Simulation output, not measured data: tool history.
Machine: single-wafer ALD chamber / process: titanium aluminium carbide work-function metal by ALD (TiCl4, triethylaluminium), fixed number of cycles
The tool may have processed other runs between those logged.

run  hour  heater temperature setpoint (°C)  triethylaluminium pulse time (s)  mean film thickness on the monitor wafer (nm)
  1   0.0                               285                              9.34                                         1.9751
  2   9.0                               282                              9.10                                         1.9606
  3  15.0                               282                             10.38                                         1.9918
  4  16.1                               276                             10.38                                         1.9110
  5  17.1                               276                             12.71                                         1.9528
  6  19.8                               274                             12.54                                         1.9304
  7  20.4                               272                             12.40                                         1.9097

Run 8 has not been measured yet. What should we expect?
  8  21.7                               271                             12.28                                              ?

mean film thickness on the monitor wafer (nm): 1.8968

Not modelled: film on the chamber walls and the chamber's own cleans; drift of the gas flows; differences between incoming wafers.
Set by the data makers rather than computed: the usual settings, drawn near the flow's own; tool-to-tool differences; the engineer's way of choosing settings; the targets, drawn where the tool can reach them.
